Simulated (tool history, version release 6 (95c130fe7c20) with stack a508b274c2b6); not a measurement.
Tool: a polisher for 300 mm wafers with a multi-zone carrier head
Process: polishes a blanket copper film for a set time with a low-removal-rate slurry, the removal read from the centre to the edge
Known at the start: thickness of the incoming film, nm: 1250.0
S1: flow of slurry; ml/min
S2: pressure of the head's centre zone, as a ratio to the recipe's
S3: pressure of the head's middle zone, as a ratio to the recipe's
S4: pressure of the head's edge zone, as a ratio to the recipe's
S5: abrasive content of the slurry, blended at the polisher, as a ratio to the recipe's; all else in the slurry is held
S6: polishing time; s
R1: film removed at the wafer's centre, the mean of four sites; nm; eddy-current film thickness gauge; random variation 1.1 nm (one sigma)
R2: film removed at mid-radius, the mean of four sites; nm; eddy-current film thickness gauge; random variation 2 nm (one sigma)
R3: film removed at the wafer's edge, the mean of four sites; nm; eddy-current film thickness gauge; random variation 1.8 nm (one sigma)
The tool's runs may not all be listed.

Run 1, hour 0: S1 265 ml/min, S2 1, S3 1, S4 1, S5 1, S6 34 s. Result: R1 129.68 nm, R2 125.46 nm, R3 127.15 nm.
Run 2, hour 4.2: S1 265 ml/min, S2 0.96, S3 1, S4 1, S5 1, S6 34 s. Result: R1 125.06 nm, R2 122.38 nm, R3 124.34 nm.
Run 3, hour 11.8: S1 255 ml/min, S2 0.94, S3 1.02, S4 1.04, S5 1.1, S6 34 s. Result: R1 125.64 nm, R2 129.17 nm, R3 130.44 nm.
Run 4, hour 14.1: S1 255 ml/min, S2 0.93, S3 1.03, S4 1.07, S5 1.15, S6 34 s. Result: R1 122.63 nm, R2 131.38 nm, R3 135.48 nm.
Run 5, hour 17.6: S1 260 ml/min, S2 0.94, S3 1.04, S4 1.09, S5 1.2, S6 34 s. Result: R1 127.25 nm, R2 138.16 nm, R3 137.51 nm.
Run 6, hour 23.1: S1 260 ml/min, S2 0.94, S3 1.04, S4 1.09, S5 1, S6 34 s. Result: R1 122.15 nm, R2 129.33 nm, R3 128.17 nm.
Run 7, hour 27.4: S1 260 ml/min, S2 0.94, S3 1.04, S4 1.1, S5 1.1, S6 34 s. Result: R1 123.2 nm, R2 132.77 nm, R3 135.75 nm.
Run 8, hour 29.8: S1 265 ml/min, S2 0.94, S3 1.05, S4 1.12, S5 1.15, S6 34 s. Result: R1 125.9 nm, R2 135.6 nm, R3 140.12 nm.
Run 9, hour 35.5: S1 275 ml/min, S2 0.94, S3 1.06, S4 1.13, S5 1.15, S6 34 s. Result: R1 124.13 nm, R2 137.38 nm, R3 136.1 nm.
Run 10, hour 39.8: S1 270 ml/min, S2 0.94, S3 1.06, S4 1.14, S5 1.2, S6 34 s. Result: R1 128.1 nm, R2 136.26 nm, R3 140.26 nm.

The next listed run, before its measurement:
Run 11, hour 45.7: S1 270 ml/min, S2 0.94, S3 1.06, S4 1.14, S5 1.2, S6 34 s. Result: R1 ?, R2 ?, R3 ?.

{"run 11": {"R1": 127.41, "R2": 139.23, "R3": 140.13}}
